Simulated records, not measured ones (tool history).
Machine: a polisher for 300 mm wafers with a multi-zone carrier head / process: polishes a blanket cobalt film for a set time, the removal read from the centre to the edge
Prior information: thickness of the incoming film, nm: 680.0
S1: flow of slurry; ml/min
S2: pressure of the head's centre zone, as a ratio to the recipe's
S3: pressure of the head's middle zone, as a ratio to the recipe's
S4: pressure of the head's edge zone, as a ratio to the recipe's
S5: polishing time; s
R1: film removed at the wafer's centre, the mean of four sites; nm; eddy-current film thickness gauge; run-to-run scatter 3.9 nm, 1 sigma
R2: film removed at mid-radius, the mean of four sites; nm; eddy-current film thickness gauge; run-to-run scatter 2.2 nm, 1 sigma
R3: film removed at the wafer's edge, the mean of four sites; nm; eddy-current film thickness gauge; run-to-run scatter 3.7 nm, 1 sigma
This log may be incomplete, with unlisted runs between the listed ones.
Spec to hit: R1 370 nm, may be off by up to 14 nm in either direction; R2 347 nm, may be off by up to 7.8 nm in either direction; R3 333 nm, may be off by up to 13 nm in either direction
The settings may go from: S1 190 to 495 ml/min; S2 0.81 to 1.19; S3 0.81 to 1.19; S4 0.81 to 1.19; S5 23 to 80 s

run	hour	S1	S2	S3	S4	S5	R1	R2	R3
1	0	320	1	1	1	51	216.82	226.53	224.32
2	1.6	330	1.04	1.02	1.03	55	243.79	248.7	241.76
3	5.3	330	1.04	0.94	1.03	55	245.83	231.12	242.1
4	14.3	335	1.06	0.97	1.05	59	270.75	253.9	265.24
5	19	335	1.06	0.97	1.1	59	274.01	255.42	273.73
6	23.3	390	1.06	0.97	1.1	59	274.34	258.08	270.21
7	28.2	370	1.16	1.07	1.15	70	353.79	332.29	328.36
8	35.9	375	1.17	1.08	1.15	70	360.63	336.47	328.17

Exactly one of the 5 candidate moves below puts every result within its allowed miss. Which one?
A	43.6	415	1.1	1.1	1.13	71	?	?	?
B	43.6	460	1.15	0.99	1.17	72	?	?	?
C	43.6	470	1.19	1.11	1.14	70	?	?	?
D	43.6	335	1.11	1.06	1.12	71	?	?	?
E	43.6	420	1.09	1	1.19	74	?	?	?

move	R1	R2	R3
A	345.24	344.95	336.01
B	367.96	321.42	348.05
C	371.01	344.73	334.17
D	343.96	330.42	331.93
E	356.53	331.73	359.17
A: corrects the largest miss of the last run, while another result sits out of spec
B: further off than the last run
C: every result lands within tolerance
D: further off than the last run
E: further off than the last run
Answer: C
